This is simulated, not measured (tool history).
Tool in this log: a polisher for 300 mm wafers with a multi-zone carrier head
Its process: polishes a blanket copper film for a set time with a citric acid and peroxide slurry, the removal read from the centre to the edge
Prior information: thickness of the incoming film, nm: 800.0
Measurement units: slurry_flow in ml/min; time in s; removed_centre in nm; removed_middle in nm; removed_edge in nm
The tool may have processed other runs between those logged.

run,day,slurry_flow,centre_zone,middle_zone,edge_zone,slurry_solids,time,removed_centre,removed_middle,removed_edge
1,0,205,1,1,1,1,41,86.485,85.706,84.785
2,0.05,205,1,1,1,0.85,41,85.154,84.684,82.163
3,0.329,205,1,1,1.06,0.85,41,84.317,83.461,84.04
4,0.521,200,1,0.98,1.05,0.8,40,81.991,80.274,79.977
5,0.783,195,1,0.96,1.06,0.75,39,78.345,74.882,78.368
6,1.108,195,1,0.96,1.13,0.75,39,78.442,75.319,81.283
7,1.212,195,1,0.94,1.11,0.7,39,77.04,72.064,79.368
8,1.496,195,1,0.93,1.09,0.65,39,75.654,70.497,75.887
9,1.854,195,1,0.92,1.08,0.65,39,75.09,71.242,75.663

Run 10 is up next; what results do you expect?
10,2.221,195,1.01,0.9,1.07,0.65,39,?,?,?

Run 10 measured removed_centre 75.684 nm, removed_middle 67.857 nm, removed_edge 75.952 nm.

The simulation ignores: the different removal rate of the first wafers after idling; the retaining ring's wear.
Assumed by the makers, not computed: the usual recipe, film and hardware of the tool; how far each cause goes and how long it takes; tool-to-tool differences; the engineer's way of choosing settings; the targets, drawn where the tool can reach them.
